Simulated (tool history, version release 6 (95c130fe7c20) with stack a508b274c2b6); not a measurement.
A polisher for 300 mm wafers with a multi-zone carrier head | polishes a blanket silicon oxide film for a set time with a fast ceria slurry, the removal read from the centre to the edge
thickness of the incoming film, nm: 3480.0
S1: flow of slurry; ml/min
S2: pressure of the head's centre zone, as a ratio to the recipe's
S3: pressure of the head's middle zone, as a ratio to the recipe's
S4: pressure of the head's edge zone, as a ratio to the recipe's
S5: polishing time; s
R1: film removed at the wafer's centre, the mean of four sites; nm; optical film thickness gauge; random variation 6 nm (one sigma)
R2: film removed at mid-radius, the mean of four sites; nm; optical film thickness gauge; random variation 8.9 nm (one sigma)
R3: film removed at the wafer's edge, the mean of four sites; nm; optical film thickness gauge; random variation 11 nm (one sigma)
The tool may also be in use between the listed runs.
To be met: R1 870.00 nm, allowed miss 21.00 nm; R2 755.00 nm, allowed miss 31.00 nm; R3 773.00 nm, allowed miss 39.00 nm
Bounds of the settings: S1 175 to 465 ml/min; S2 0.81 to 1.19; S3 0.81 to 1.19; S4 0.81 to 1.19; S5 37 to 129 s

run	hour	S1	S2	S3	S4	S5	R1	R2	R3
1	0.0	295	1.00	1.00	1.00	83	1048.40	1052.80	1014.00
2	1.6	295	1.00	0.98	0.98	81	1026.20	1017.80	992.42
3	5.7	295	1.00	0.98	0.93	81	1017.00	997.92	970.18
4	8.0	295	1.00	0.91	0.93	81	1009.40	964.23	957.82
5	11.6	295	1.00	0.90	0.92	79	1004.10	926.91	902.42
6	17.5	295	1.00	0.85	0.92	79	999.97	888.96	953.84
7	20.6	295	1.00	0.85	0.91	78	973.82	876.83	900.59
8	24.0	290	1.00	0.85	0.91	77	976.24	855.75	927.79
9	25.4	295	1.00	0.85	0.90	76	972.40	853.58	878.84
10	26.2	290	1.00	0.85	0.89	75	947.85	842.47	873.74
11	32.2	290	1.00	0.85	0.88	74	942.23	839.19	852.94
12	40.1	290	1.00	0.85	0.88	73	921.28	827.92	829.82
13	42.2	285	1.00	0.85	0.88	73	912.59	842.41	829.33
14	44.3	290	1.00	0.85	0.88	72	915.52	821.04	841.11
15	51.9	245	1.01	0.81	0.82	68	837.99	731.27	736.91

Which of these 4 next moves meets every target?
A	59.5	205	1.04	0.81	0.91	67	?	?	?
B	59.5	295	1.03	0.95	0.81	61	?	?	?
C	59.5	325	1.05	0.83	0.81	62	?	?	?
D	59.5	310	1.04	0.85	0.85	66	?	?	?

move	R1	R2	R3
A	826.67	683.00	758.18
B	783.85	730.56	676.30
C	817.43	677.87	693.23
D	859.08	731.08	750.82
A: further off than the last run
B: further off than the last run
C: further off than the last run
D: meets every target
Answer: D

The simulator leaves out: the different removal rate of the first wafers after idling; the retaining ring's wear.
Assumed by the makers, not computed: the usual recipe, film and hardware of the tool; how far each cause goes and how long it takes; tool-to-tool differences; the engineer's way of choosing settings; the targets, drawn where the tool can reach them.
